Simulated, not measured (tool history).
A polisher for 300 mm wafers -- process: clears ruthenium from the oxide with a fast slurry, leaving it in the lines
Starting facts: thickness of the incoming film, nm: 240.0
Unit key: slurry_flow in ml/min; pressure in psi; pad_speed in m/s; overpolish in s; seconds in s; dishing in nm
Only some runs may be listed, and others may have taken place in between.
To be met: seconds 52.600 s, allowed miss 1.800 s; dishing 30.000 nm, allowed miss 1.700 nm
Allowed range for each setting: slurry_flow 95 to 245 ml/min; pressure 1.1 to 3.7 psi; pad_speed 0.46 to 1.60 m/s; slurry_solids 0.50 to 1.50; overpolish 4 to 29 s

Run 1, hour 0.0: slurry_flow 155 ml/min, pressure 2.4 psi, pad_speed 1.02 m/s, slurry_solids 1.00, overpolish 15 s. Result: seconds 75.775 s, dishing 37.561 nm.
Run 2, hour 0.7: slurry_flow 180 ml/min, pressure 2.4 psi, pad_speed 1.02 m/s, slurry_solids 1.00, overpolish 15 s. Result: seconds 74.034 s, dishing 37.192 nm.
Run 3, hour 7.5: slurry_flow 180 ml/min, pressure 2.4 psi, pad_speed 1.02 m/s, slurry_solids 0.90, overpolish 15 s. Result: seconds 80.458 s, dishing 36.139 nm.
Run 4, hour 10.8: slurry_flow 180 ml/min, pressure 2.7 psi, pad_speed 1.02 m/s, slurry_solids 0.90, overpolish 15 s. Result: seconds 70.036 s, dishing 39.832 nm.
Run 5, hour 12.4: slurry_flow 180 ml/min, pressure 2.2 psi, pad_speed 1.02 m/s, slurry_solids 0.90, overpolish 15 s. Result: seconds 86.147 s, dishing 34.339 nm.
Run 6, hour 20.6: slurry_flow 180 ml/min, pressure 1.8 psi, pad_speed 1.02 m/s, slurry_solids 0.90, overpolish 15 s. Result: seconds 104.020 s, dishing 28.118 nm.
Run 7, hour 25.5: slurry_flow 180 ml/min, pressure 2.0 psi, pad_speed 1.02 m/s, slurry_solids 0.90, overpolish 14 s. Result: seconds 94.469 s, dishing 28.930 nm.
Run 8, hour 30.4: slurry_flow 180 ml/min, pressure 2.2 psi, pad_speed 1.02 m/s, slurry_solids 0.90, overpolish 13 s. Result: seconds 86.114 s, dishing 30.501 nm.
Run 9, hour 38.8: slurry_flow 180 ml/min, pressure 2.3 psi, pad_speed 1.02 m/s, slurry_solids 0.90, overpolish 12 s. Result: seconds 81.774 s, dishing 28.474 nm.
Run 10, hour 44.6: slurry_flow 180 ml/min, pressure 2.4 psi, pad_speed 1.02 m/s, slurry_solids 0.90, overpolish 11 s. Result: seconds 77.687 s, dishing 27.350 nm.
Run 11, hour 49.8: slurry_flow 180 ml/min, pressure 2.5 psi, pad_speed 1.02 m/s, slurry_solids 0.90, overpolish 11 s. Result: seconds 75.407 s, dishing 28.626 nm.
Run 12, hour 50.8: slurry_flow 180 ml/min, pressure 2.6 psi, pad_speed 1.02 m/s, slurry_solids 0.90, overpolish 11 s. Result: seconds 72.894 s, dishing 29.265 nm.

Which single option among these 5 for the next run brings every result within its allowed miss of target? Just one does.
Run A, hour 51.8: slurry_flow 170 ml/min, pressure 2.9 psi, pad_speed 1.32 m/s, slurry_solids 0.85, overpolish 8 s. Result: seconds ?, dishing ?.
Run B, hour 51.8: slurry_flow 175 ml/min, pressure 2.4 psi, pad_speed 1.02 m/s, slurry_solids 0.75, overpolish 12 s. Result: seconds ?, dishing ?.
Run C, hour 51.8: slurry_flow 185 ml/min, pressure 2.6 psi, pad_speed 0.84 m/s, slurry_solids 1.00, overpolish 12 s. Result: seconds ?, dishing ?.
Run D, hour 51.8: slurry_flow 155 ml/min, pressure 3.7 psi, pad_speed 0.90 m/s, slurry_solids 0.80, overpolish 9 s. Result: seconds ?, dishing ?.
Run E, hour 51.8: slurry_flow 160 ml/min, pressure 2.5 psi, pad_speed 0.96 m/s, slurry_solids 0.80, overpolish 12 s. Result: seconds ?, dishing ?.

move  seconds  dishing
   A   53.971   29.802
   B   88.924   27.284
   C   84.721   28.557
   D   64.691   28.079
   E   88.649   27.364
A: all results land within tolerance of their targets
B: moves away from the targets compared with the last run
C: moves away from the targets compared with the last run
D: an improvement on the last run, though not all results are within tolerance
E: moves away from the targets compared with the last run
Go with A: it meets all targets.

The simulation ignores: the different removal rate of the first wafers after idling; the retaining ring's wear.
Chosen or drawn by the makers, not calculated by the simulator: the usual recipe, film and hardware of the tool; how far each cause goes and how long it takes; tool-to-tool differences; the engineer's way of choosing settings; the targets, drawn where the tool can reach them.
